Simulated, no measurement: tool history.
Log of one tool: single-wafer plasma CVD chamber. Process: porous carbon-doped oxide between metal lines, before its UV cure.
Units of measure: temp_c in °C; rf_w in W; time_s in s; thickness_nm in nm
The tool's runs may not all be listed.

run,hour,temp_c,rf_w,time_s,thickness_nm
1,0,285,415,50.9,263.97
2,1.5,279,415,50.9,272.17
3,2.5,281,415,50.9,269.57
4,10.7,281,415,50.9,269.38
# hour 18.7: RF generator calibrated
5,18.7,281,445,50.9,292.8
6,20.3,281,415,50.9,279.04
7,27.3,283,415,50.9,273.92

Estimate the outcome of run 8 from the log above:
8,30.4,295,410,50.9,?

{"run 8": {"thickness_nm": 255.57}}
